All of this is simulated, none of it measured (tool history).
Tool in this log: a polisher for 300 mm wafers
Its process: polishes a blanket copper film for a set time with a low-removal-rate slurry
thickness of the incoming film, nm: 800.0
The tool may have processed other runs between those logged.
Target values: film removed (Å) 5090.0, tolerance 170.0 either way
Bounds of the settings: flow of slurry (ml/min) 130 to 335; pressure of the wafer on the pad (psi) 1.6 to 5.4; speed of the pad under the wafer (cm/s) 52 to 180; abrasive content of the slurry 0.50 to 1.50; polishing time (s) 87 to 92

run,hour,flow of slurry (ml/min),pressure of the wafer on the pad (psi),speed of the pad under the wafer (cm/s),abrasive content of the slurry,polishing time (s),film removed (Å)
1,0.0,215,3.5,116,1.00,87,3392.6
2,2.2,215,3.5,130,1.00,87,3764.9
3,10.7,220,3.8,130,1.00,87,3974.5
4,18.2,220,3.8,120,1.00,87,3680.4
5,21.5,220,4.3,120,1.00,87,3993.0
6,23.1,220,4.6,122,1.00,87,4304.0
7,27.9,220,4.9,122,1.00,87,4521.7
8,32.0,220,5.1,124,1.00,87,4684.1

Consider the 5 candidate settings below. Which is the only one whose results all fall within their allowed miss of target?
A,36.1,210,4.6,128,0.95,87,?
B,36.1,230,5.4,112,0.95,92,?
C,36.1,215,4.8,112,0.90,92,?
D,36.1,215,5.2,134,1.00,87,?
E,36.1,230,4.5,150,1.10,91,?

move,film removed (Å)
A,4414.3
B,4623.3
C,4179.7
D,5093.8
E,5536.1
A: misses by more than the last run did
B: misses by more than the last run did
C: misses by more than the last run did
D: every result within its allowed miss
E: the result that was furthest off in the last run now lies on the other side of its target
The move that meets every target is D.

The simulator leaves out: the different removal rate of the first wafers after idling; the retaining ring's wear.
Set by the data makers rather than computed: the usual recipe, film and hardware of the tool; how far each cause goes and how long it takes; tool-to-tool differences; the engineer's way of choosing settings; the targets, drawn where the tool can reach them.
